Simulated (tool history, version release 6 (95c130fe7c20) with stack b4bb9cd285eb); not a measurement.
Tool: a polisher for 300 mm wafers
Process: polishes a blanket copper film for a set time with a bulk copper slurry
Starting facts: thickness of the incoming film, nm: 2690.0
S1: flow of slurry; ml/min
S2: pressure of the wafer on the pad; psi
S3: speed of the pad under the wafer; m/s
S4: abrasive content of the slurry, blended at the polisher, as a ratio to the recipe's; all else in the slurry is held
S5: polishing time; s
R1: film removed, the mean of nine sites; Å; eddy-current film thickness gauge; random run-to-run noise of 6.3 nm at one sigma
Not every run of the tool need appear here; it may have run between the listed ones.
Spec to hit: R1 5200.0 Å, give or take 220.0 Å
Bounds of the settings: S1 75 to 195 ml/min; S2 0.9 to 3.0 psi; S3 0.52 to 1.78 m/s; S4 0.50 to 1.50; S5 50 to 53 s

Run 1, day 0.000: S1 125 ml/min, S2 1.9 psi, S3 1.14 m/s, S4 1.00, S5 50 s. Result: R1 3251.6 Å.
Run 2, day 0.217: S1 125 ml/min, S2 1.4 psi, S3 1.14 m/s, S4 1.00, S5 50 s. Result: R1 2390.3 Å.
Run 3, day 0.333: S1 105 ml/min, S2 1.4 psi, S3 1.14 m/s, S4 1.00, S5 50 s. Result: R1 2350.8 Å.
Run 4, day 0.467: S1 105 ml/min, S2 1.4 psi, S3 1.14 m/s, S4 1.00, S5 50 s. Result: R1 2351.4 Å.
Run 5, day 0.654: S1 105 ml/min, S2 1.6 psi, S3 1.14 m/s, S4 1.00, S5 50 s. Result: R1 2687.3 Å.
Run 6, day 0.933: S1 95 ml/min, S2 1.6 psi, S3 1.14 m/s, S4 1.00, S5 50 s. Result: R1 2584.7 Å.
Run 7, day 1.292: S1 100 ml/min, S2 1.8 psi, S3 1.14 m/s, S4 1.00, S5 50 s. Result: R1 2923.5 Å.
Run 8, day 1.342: S1 135 ml/min, S2 2.4 psi, S3 1.18 m/s, S4 1.00, S5 50 s. Result: R1 4259.2 Å.
Run 9, day 1.429: S1 135 ml/min, S2 2.5 psi, S3 1.18 m/s, S4 1.00, S5 50 s. Result: R1 4456.3 Å.
Run 10, day 1.654: S1 140 ml/min, S2 2.7 psi, S3 1.18 m/s, S4 1.00, S5 50 s. Result: R1 4827.6 Å.

Which one of the following 4 next-run settings gets every result inside its allowed miss? There is exactly one.
Run A, day 1.879: S1 130 ml/min, S2 2.5 psi, S3 1.42 m/s, S4 1.00, S5 53 s. Result: R1 ?.
Run B, day 1.879: S1 135 ml/min, S2 2.8 psi, S3 1.26 m/s, S4 1.05, S5 53 s. Result: R1 ?.
Run C, day 1.879: S1 115 ml/min, S2 2.8 psi, S3 1.26 m/s, S4 1.10, S5 53 s. Result: R1 ?.
Run D, day 1.879: S1 135 ml/min, S2 2.7 psi, S3 1.22 m/s, S4 0.85, S5 53 s. Result: R1 ?.

move      R1
   A  5555.7
   B  5597.4
   C  5466.1
   D  5098.2
A: takes the result that was furthest off past its target
B: takes the result that was furthest off past its target
C: takes the result that was furthest off past its target
D: every result within its allowed miss
Go with D: it meets all targets.
